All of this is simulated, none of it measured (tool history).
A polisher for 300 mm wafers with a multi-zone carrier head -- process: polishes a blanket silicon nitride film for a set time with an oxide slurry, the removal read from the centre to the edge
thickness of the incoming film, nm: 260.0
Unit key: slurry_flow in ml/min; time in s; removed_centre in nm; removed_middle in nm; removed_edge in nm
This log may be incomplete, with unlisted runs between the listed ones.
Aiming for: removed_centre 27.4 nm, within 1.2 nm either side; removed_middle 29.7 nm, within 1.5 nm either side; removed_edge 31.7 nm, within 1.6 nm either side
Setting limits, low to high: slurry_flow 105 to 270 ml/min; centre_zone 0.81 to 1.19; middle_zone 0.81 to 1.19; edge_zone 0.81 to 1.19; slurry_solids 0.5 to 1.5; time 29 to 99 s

| run | hour | slurry_flow | centre_zone | middle_zone | edge_zone | slurry_solids | time | removed_centre | removed_middle | removed_edge |
|---|---|---|---|---|---|---|---|---|---|---|
| 1 | 0 | 175 | 1 | 1 | 1 | 1 | 64 | 43.858 | 43.469 | 44.177 |
| 2 | 3 | 175 | 0.96 | 1 | 1 | 1 | 64 | 42.279 | 43.452 | 45.182 |
| 3 | 6.1 | 170 | 0.94 | 1 | 0.99 | 0.9 | 62 | 39.059 | 41.24 | 40.856 |
| 4 | 14.1 | 170 | 0.94 | 1 | 0.94 | 0.9 | 62 | 38.565 | 41.654 | 40.004 |
| 5 | 19 | 165 | 0.91 | 0.97 | 0.95 | 0.8 | 61 | 35.851 | 38.089 | 38.268 |
| 6 | 27.1 | 165 | 0.91 | 0.97 | 0.95 | 0.8 | 74 | 43.517 | 46.491 | 46.547 |
| 7 | 32.4 | 160 | 0.89 | 0.96 | 0.95 | 0.75 | 70 | 38.859 | 41.729 | 43.137 |
| 8 | 38.6 | 155 | 0.88 | 0.95 | 0.94 | 0.7 | 67 | 37.008 | 39.513 | 39.951 |
| 9 | 47.1 | 155 | 0.87 | 0.94 | 0.95 | 0.65 | 64 | 33.768 | 35.368 | 37.564 |
| 10 | 50.2 | 155 | 0.86 | 0.94 | 0.95 | 0.6 | 63 | 32.502 | 34.776 | 36.726 |
| 11 | 50.8 | 150 | 0.85 | 0.94 | 0.94 | 0.6 | 62 | 31.483 | 33.735 | 34.974 |
| 12 | 54.9 | 145 | 0.84 | 0.94 | 0.94 | 0.6 | 61 | 29.804 | 33.5 | 34.708 |
| 13 | 60.8 | 140 | 0.84 | 0.93 | 0.93 | 0.6 | 61 | 29.516 | 32.493 | 34.594 |
| 14 | 63.5 | 140 | 0.84 | 0.93 | 0.93 | 0.6 | 61 | 30.238 | 33.453 | 33.575 |
| 15 | 72.5 | 135 | 0.83 | 0.92 | 0.94 | 0.6 | 61 | 29.501 | 31.929 | 33.945 |
| 16 | 76.3 | 130 | 0.83 | 0.92 | 0.94 | 0.6 | 61 | 29.006 | 32.075 | 33.547 |
| 17 | 79 | 125 | 0.83 | 0.91 | 0.94 | 0.6 | 61 | 28.8 | 31.939 | 33.448 |
| 18 | 86.1 | 125 | 0.83 | 0.9 | 0.94 | 0.6 | 61 | 28.127 | 30.937 | 33.011 |
| 19 | 94.8 | 120 | 0.83 | 0.9 | 0.94 | 0.6 | 61 | 27.849 | 30.733 | 33.544 |

Pick the move, out of 5, that brings all results within their allowed miss; only one does.
| A | 103.5 | 120 | 0.85 | 0.92 | 0.93 | 0.5 | 61 | ? | ? | ? |
| B | 103.5 | 105 | 0.81 | 0.81 | 1.03 | 0.55 | 68 | ? | ? | ? |
| C | 103.5 | 105 | 0.86 | 0.84 | 1.11 | 0.65 | 61 | ? | ? | ? |
| D | 103.5 | 185 | 0.81 | 1.06 | 1 | 0.7 | 50 | ? | ? | ? |
| E | 103.5 | 175 | 0.82 | 1.02 | 0.85 | 0.8 | 51 | ? | ? | ? |

| move | removed_centre | removed_middle | removed_edge |
|---|---|---|---|
| A | 28.003 | 30.055 | 31.95 |
| B | 29.285 | 29.649 | 37.144 |
| C | 28.832 | 28.608 | 36.005 |
| D | 26.843 | 33.331 | 31.516 |
| E | 28.368 | 33.805 | 30.912 |
A: every result within its allowed miss
B: further off than the last run
C: further off than the last run
D: puts the biggest miss on target and leaves a different result outside tolerance
E: puts the biggest miss on target and leaves a different result outside tolerance
The right move is A.

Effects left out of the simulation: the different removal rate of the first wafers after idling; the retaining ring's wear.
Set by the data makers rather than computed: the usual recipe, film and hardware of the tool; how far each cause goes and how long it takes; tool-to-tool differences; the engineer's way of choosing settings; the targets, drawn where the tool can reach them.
